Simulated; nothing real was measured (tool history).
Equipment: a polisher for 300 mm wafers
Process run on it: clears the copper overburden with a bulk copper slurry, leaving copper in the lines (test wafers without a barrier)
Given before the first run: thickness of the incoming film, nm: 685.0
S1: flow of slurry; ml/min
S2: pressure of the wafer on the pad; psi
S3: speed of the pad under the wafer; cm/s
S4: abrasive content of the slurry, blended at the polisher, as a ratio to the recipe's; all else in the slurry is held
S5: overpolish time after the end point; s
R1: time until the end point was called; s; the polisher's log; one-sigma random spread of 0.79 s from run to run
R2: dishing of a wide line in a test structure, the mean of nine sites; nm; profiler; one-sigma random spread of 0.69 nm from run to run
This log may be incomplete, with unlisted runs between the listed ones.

run 1 hour=0.0 | S1=185 S2=1.9 S3=92 S4=1.00 S5=20 | R1=94.601 R2=53.678
run 2 hour=3.3 | S1=185 S2=1.9 S3=92 S4=1.00 S5=26 | R1=91.732 R2=61.038
run 3 hour=9.0 | S1=190 S2=2.0 S3=92 S4=1.00 S5=22 | R1=86.993 R2=58.350
run 4 hour=14.4 | S1=155 S2=2.0 S3=92 S4=1.00 S5=22 | R1=89.719 R2=58.580
run 5 hour=17.4 | S1=160 S2=2.1 S3=92 S4=1.00 S5=19 | R1=85.740 R2=55.730
run 6 hour=20.6 | S1=160 S2=2.1 S3=92 S4=0.85 S5=19 | R1=90.042 R2=55.420
run 7 hour=26.2 | S1=165 S2=2.2 S3=92 S4=0.85 S5=16 | R1=86.731 R2=50.522
run 8 hour=35.0 | S1=170 S2=2.3 S3=92 S4=0.85 S5=15 | R1=82.025 R2=52.425

Run 9, settings as shown, results not yet in. Your forecast:
run 9 hour=38.5 | S1=175 S2=2.4 S3=92 S4=0.85 S5=14 | R1=? R2=?

Run 9 yielded R1 79.121 s, R2 52.511 nm.

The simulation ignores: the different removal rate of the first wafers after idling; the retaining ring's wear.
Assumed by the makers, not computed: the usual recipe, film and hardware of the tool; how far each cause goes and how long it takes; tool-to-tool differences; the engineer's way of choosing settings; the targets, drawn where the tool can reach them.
